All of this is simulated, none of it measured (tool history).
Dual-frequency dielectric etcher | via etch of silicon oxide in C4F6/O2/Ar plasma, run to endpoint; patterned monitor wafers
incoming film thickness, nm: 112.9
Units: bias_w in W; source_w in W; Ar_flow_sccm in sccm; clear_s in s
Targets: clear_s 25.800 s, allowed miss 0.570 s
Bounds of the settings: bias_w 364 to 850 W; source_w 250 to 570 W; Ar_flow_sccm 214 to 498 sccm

run  hour  bias_w  source_w  Ar_flow_sccm  clear_s
  1   0.0     607       410           356   23.226
  2   7.1     565       400           357   23.658
  3   8.8     526       390           360   24.292
  4  11.0     526       450           360   23.640
  5  16.1     526       450           389   23.811
  6  19.9     526       520           389   22.627
  7  22.9     482       500           395   23.948
  8  31.6     455       500           396   24.285
  9  32.4     432       500           397   24.601
 10  34.3     414       500           398   25.172
 11  40.8     405       500           398   25.173

5 next moves are on the table. One of them brings every result within its allowed miss. Which?
  A  47.3     490       390           497        ?
  B  47.3     364       470           430        ?
  C  47.3     421       550           424        ?
  D  47.3     447       480           380        ?
  E  47.3     493       460           354        ?

move  clear_s
   A   25.837
   B   26.830
   C   24.276
   D   24.544
   E   23.854
A: meets every target
B: takes the result that was furthest off past its target
C: further off than the last run
D: further off than the last run
E: further off than the last run
Answer: A

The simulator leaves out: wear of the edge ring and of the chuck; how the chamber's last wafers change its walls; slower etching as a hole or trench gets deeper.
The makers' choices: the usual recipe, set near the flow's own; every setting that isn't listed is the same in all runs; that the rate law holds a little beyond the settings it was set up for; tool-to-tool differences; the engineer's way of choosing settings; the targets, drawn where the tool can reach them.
